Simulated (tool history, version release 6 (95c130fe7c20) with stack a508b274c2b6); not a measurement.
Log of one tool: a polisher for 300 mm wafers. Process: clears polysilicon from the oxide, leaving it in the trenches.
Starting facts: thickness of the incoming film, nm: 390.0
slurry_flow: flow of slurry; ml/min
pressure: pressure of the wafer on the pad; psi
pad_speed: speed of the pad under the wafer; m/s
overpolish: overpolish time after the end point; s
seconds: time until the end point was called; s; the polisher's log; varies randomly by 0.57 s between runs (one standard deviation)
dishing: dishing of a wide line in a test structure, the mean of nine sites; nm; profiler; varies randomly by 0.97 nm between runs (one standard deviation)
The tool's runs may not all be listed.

Run 1, hour 0: slurry_flow 200 ml/min, pressure 2.2 psi, pad_speed 0.92 m/s, overpolish 18 s. Result: seconds 40.899 s, dishing 60.148 nm.
Run 2, hour 7.1: slurry_flow 200 ml/min, pressure 2.7 psi, pad_speed 0.92 m/s, overpolish 18 s. Result: seconds 33.83 s, dishing 59.704 nm.
Run 3, hour 11.2: slurry_flow 200 ml/min, pressure 2.7 psi, pad_speed 0.92 m/s, overpolish 25 s. Result: seconds 33.739 s, dishing 61.449 nm.
Run 4, hour 14.6: slurry_flow 200 ml/min, pressure 2.3 psi, pad_speed 0.9 m/s, overpolish 22 s. Result: seconds 39.268 s, dishing 58.12 nm.
Run 5, hour 22.1: slurry_flow 200 ml/min, pressure 2.3 psi, pad_speed 1.12 m/s, overpolish 22 s. Result: seconds 33.622 s, dishing 60.771 nm.
Run 6, hour 23.3: slurry_flow 200 ml/min, pressure 2.1 psi, pad_speed 1.12 m/s, overpolish 22 s. Result: seconds 37.096 s, dishing 61.018 nm.
Run 7, hour 25.9: slurry_flow 195 ml/min, pressure 1.8 psi, pad_speed 1.1 m/s, overpolish 20 s. Result: seconds 42.538 s, dishing 57.025 nm.
Run 8, hour 27.7: slurry_flow 205 ml/min, pressure 1.6 psi, pad_speed 1.08 m/s, overpolish 23 s. Result: seconds 49.262 s, dishing 58.091 nm.

Estimate the outcome of run 9 from the log above:
Run 9, hour 28.7: slurry_flow 205 ml/min, pressure 1.2 psi, pad_speed 1.08 m/s, overpolish 24 s. Result: seconds ?, dishing ?.

Run 9 gave seconds 63.106 s, dishing 55.145 nm.
